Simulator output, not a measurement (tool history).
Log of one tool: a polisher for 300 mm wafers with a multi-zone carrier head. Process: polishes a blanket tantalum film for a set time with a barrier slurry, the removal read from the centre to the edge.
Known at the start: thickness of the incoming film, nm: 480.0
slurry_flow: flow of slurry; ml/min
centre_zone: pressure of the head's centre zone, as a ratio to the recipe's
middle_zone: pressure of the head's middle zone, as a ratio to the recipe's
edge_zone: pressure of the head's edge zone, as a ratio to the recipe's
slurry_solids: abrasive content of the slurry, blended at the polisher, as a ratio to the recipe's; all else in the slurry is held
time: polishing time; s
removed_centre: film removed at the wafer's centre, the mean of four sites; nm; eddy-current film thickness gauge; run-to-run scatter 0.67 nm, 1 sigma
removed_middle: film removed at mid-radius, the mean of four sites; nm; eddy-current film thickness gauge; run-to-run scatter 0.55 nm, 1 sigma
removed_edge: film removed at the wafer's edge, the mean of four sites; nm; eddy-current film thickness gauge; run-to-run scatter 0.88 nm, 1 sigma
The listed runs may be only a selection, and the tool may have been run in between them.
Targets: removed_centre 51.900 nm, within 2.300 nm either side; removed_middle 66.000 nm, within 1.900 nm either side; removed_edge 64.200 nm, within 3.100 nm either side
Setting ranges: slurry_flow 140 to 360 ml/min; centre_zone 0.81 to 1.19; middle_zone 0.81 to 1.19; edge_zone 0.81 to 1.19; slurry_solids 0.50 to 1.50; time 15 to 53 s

| run | hour | slurry_flow | centre_zone | middle_zone | edge_zone | slurry_solids | time | removed_centre | removed_middle | removed_edge |
|---|---|---|---|---|---|---|---|---|---|---|
| 1 | 0.0 | 230 | 1.00 | 1.00 | 1.00 | 1.00 | 34 | 50.405 | 50.278 | 51.295 |
| 2 | 2.9 | 235 | 0.98 | 1.03 | 1.03 | 1.10 | 34 | 52.548 | 54.946 | 52.556 |
| 3 | 8.3 | 215 | 0.94 | 1.03 | 1.07 | 1.15 | 35 | 50.863 | 55.939 | 55.925 |
| 4 | 15.6 | 215 | 0.94 | 1.03 | 1.00 | 1.15 | 35 | 50.597 | 55.701 | 53.312 |
| 5 | 21.2 | 225 | 0.92 | 1.04 | 1.04 | 1.20 | 35 | 50.354 | 56.823 | 56.416 |
| 6 | 23.6 | 225 | 0.92 | 0.97 | 1.04 | 1.20 | 35 | 49.648 | 54.027 | 56.261 |
| 7 | 27.9 | 235 | 0.91 | 1.00 | 1.07 | 1.20 | 35 | 50.286 | 56.450 | 57.098 |
| 8 | 33.0 | 270 | 0.82 | 1.08 | 1.17 | 1.40 | 35 | 47.096 | 63.291 | 62.871 |
| 9 | 35.0 | 275 | 0.83 | 1.08 | 1.17 | 1.40 | 35 | 49.137 | 63.907 | 63.071 |
| 10 | 39.1 | 280 | 0.83 | 1.08 | 1.17 | 1.40 | 35 | 49.616 | 63.026 | 62.921 |
| 11 | 45.2 | 285 | 0.83 | 1.09 | 1.17 | 1.40 | 35 | 49.296 | 64.220 | 62.344 |

Pick the move, out of 4, that brings all results within their allowed miss; only one does.
| A | 51.3 | 300 | 0.81 | 1.11 | 1.17 | 1.45 | 34 | ? | ? | ? |
| B | 51.3 | 190 | 0.89 | 1.15 | 1.19 | 1.50 | 36 | ? | ? | ? |
| C | 51.3 | 290 | 0.96 | 1.09 | 1.09 | 1.50 | 33 | ? | ? | ? |
| D | 51.3 | 325 | 0.87 | 1.19 | 1.11 | 1.40 | 33 | ? | ? | ? |

| move | removed_centre | removed_middle | removed_edge |
|---|---|---|---|
| A | 47.636 | 64.200 | 60.044 |
| B | 52.256 | 66.749 | 61.864 |
| C | 54.570 | 61.580 | 56.867 |
| D | 49.508 | 66.092 | 56.777 |
A: further off than the last run
B: meets every target
C: takes the result that was furthest off past its target
D: further off than the last run
Answer: B

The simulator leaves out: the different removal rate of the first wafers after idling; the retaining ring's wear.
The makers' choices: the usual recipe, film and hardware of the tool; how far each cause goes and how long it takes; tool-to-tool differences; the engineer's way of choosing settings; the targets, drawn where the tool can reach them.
